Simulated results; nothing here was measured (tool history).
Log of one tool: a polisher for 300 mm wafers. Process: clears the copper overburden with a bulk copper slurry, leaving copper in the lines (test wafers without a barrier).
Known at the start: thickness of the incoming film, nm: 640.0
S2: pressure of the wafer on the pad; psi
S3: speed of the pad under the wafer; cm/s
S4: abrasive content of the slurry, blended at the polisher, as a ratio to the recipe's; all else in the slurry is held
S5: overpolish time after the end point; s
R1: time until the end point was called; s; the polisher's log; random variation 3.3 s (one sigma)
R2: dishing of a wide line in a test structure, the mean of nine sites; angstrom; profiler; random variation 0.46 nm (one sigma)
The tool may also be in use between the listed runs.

{"run": 1, "hour": 0.0, "flow of slurry (ml/min)": 290, "S2": 2, "S3": 118, "S4": 1, "S5": 26, "R1": 84.167, "R2": 871.72}
{"run": 2, "hour": 4.7, "flow of slurry (ml/min)": 290, "S2": 2, "S3": 118, "S4": 0.8, "S5": 26, "R1": 85.809, "R2": 841.22}
{"run": 3, "hour": 11.2, "flow of slurry (ml/min)": 290, "S2": 2, "S3": 118, "S4": 0.8, "S5": 37, "R1": 87.784, "R2": 976.43}
{"run": 4, "hour": 18.0, "flow of slurry (ml/min)": 290, "S2": 2, "S3": 118, "S4": 0.6, "S5": 37, "R1": 89.476, "R2": 965.04}
{"run": 5, "hour": 22.4, "flow of slurry (ml/min)": 290, "S2": 1.8, "S3": 114, "S4": 0.6, "S5": 33, "R1": 105.26, "R2": 824.62}
{"run": 6, "hour": 24.1, "flow of slurry (ml/min)": 290, "S2": 1.8, "S3": 114, "S4": 0.8, "S5": 33, "R1": 99.385, "R2": 887.61}
{"run": 7, "hour": 32.2, "flow of slurry (ml/min)": 275, "S2": 1.7, "S3": 110, "S4": 0.75, "S5": 29, "R1": 112.55, "R2": 772.34}
{"run": 8, "hour": 35.5, "flow of slurry (ml/min)": 285, "S2": 1.6, "S3": 108, "S4": 0.7, "S5": 26, "R1": 122.38, "R2": 697.64}
{"run": 9, "hour": 44.4, "flow of slurry (ml/min)": 310, "S2": 1.5, "S3": 106, "S4": 0.65, "S5": 23, "R1": 131.36, "R2": 611.06}
{"run": 10, "hour": 48.1, "flow of slurry (ml/min)": 320, "S2": 1.4, "S3": 104, "S4": 0.65, "S5": 21, "R1": 143.25, "R2": 527.05}
{"hour": 49.6, "done": "slurry nozzle cleaned"}
{"run": 11, "hour": 49.6, "flow of slurry (ml/min)": 335, "S2": 1.3, "S3": 104, "S4": 0.65, "S5": 21, "R1": 148.9, "R2": 519.93}

Run 12 comes next. What will it give?
{"run": 12, "hour": 52.5, "flow of slurry (ml/min)": 345, "S2": 1.3, "S3": 102, "S4": 0.65, "S5": 20, "R1": "?", "R2": "?"}

Run 12 gave R1 148.63 s, R2 507.01 angstrom.

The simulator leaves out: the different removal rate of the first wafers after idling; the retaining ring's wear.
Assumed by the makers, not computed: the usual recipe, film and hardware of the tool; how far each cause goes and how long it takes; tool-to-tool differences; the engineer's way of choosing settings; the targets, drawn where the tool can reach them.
